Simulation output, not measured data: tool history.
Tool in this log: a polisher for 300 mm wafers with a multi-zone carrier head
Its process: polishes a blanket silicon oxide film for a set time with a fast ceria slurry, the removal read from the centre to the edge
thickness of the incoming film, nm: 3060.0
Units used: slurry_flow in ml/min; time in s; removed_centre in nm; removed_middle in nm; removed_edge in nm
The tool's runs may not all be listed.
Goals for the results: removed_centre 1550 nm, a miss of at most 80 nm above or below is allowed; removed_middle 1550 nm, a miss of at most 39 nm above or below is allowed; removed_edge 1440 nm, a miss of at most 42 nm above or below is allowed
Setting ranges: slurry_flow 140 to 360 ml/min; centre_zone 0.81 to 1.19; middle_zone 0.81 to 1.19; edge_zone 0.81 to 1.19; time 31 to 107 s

run	hour	slurry_flow	centre_zone	middle_zone	edge_zone	time	removed_centre	removed_middle	removed_edge
1	0	230	1	1	1	69	1303.7	1316.8	1304.5
2	2.6	205	1	1	1	69	1326.6	1311	1286.2
3	9.1	215	1.03	1.04	1.03	70	1354.1	1408.5	1342
4	10.7	170	1.03	1.04	1.03	70	1340.8	1366.2	1315.1
5	12.7	190	1.07	1.05	1.05	70	1400.9	1379.8	1343.7
6	13.5	190	1.07	0.98	1.05	70	1386.4	1313.1	1342.3
7	16.6	205	1.09	1.02	1.06	70	1418.3	1358.3	1349.9
8	21.3	205	1.09	1.02	1.06	70	1419.6	1382.6	1351.7
9	29.1	220	1.11	1.03	1.08	70	1461.7	1395.6	1376.2

4 candidate next runs follow, results not yet known. Just one meets every target within its allowed miss. Identify it.
A	36.9	240	1.07	1.16	1.09	67	?	?	?
B	36.9	180	0.98	1.06	1.09	74	?	?	?
C	36.9	170	0.97	1.1	1.14	72	?	?	?
D	36.9	310	1.04	1.03	0.96	76	?	?	?

move	removed_centre	removed_middle	removed_edge
A	1337.3	1476.7	1343.2
B	1313	1472.4	1457.7
C	1257.2	1470.8	1442.7
D	1506.8	1545	1462.1
A: nearer the targets than the last run, but a result is still out of spec
B: nearer the targets than the last run, but a result is still out of spec
C: nearer the targets than the last run, but a result is still out of spec
D: each result inside its tolerance
The move that meets every target is D.

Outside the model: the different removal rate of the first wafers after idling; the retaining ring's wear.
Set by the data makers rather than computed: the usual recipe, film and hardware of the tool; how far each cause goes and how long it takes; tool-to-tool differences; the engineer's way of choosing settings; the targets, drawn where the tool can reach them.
